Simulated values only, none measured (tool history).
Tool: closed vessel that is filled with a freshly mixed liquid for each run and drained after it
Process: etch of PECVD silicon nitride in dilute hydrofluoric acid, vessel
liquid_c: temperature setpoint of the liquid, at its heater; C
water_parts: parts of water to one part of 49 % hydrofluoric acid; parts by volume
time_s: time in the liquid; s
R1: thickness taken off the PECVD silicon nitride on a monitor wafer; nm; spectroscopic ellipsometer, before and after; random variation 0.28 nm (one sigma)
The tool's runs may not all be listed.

{"run": 1, "hour": 0.0, "liquid_c": 20, "water_parts": 235, "time_s": 2970, "R1": 36.428}
{"run": 2, "hour": 2.1, "liquid_c": 20, "water_parts": 235, "time_s": 2970, "R1": 36.399}
{"run": 3, "hour": 6.1, "liquid_c": 20, "water_parts": 235, "time_s": 2970, "R1": 36.564}
{"run": 4, "hour": 8.6, "liquid_c": 20, "water_parts": 235, "time_s": 3180, "R1": 38.858}
{"run": 5, "hour": 13.7, "liquid_c": 22, "water_parts": 220, "time_s": 3180, "R1": 47.445}
{"run": 6, "hour": 16.0, "liquid_c": 22, "water_parts": 160, "time_s": 3180, "R1": 64.749}

Run 7 comes next. What will it give?
{"run": 7, "hour": 24.8, "liquid_c": 23, "water_parts": 160, "time_s": 3180, "R1": "?"}

Run 7 gave R1 68.575 nm.

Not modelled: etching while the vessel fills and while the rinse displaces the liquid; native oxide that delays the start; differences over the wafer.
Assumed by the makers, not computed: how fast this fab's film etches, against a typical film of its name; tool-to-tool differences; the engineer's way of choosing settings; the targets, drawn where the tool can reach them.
